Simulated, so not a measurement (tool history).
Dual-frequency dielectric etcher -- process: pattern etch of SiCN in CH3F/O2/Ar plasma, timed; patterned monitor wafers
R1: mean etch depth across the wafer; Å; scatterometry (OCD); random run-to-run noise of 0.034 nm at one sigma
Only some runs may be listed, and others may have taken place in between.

{"run": 1, "hour": 0.0, "source power (W)": 510, "bias power (W)": 87, "etch time (s)": 30.5, "R1": 142.06}
{"run": 2, "hour": 4.7, "source power (W)": 510, "bias power (W)": 87, "etch time (s)": 30.5, "R1": 142.48}
{"run": 3, "hour": 5.6, "source power (W)": 510, "bias power (W)": 87, "etch time (s)": 30.5, "R1": 143.21}
{"run": 4, "hour": 12.8, "source power (W)": 510, "bias power (W)": 103, "etch time (s)": 30.5, "R1": 150.41}
{"run": 5, "hour": 18.3, "source power (W)": 480, "bias power (W)": 100, "etch time (s)": 30.5, "R1": 145.91}
{"run": 6, "hour": 23.6, "source power (W)": 480, "bias power (W)": 100, "etch time (s)": 28, "R1": 134.05}
{"run": 7, "hour": 32.1, "source power (W)": 480, "bias power (W)": 100, "etch time (s)": 28, "R1": 133.72}

The next listed run, before its measurement:
{"run": 8, "hour": 36.2, "source power (W)": 480, "bias power (W)": 100, "etch time (s)": 28, "R1": "?"}

Run 8 came out at R1 133.77 Å.
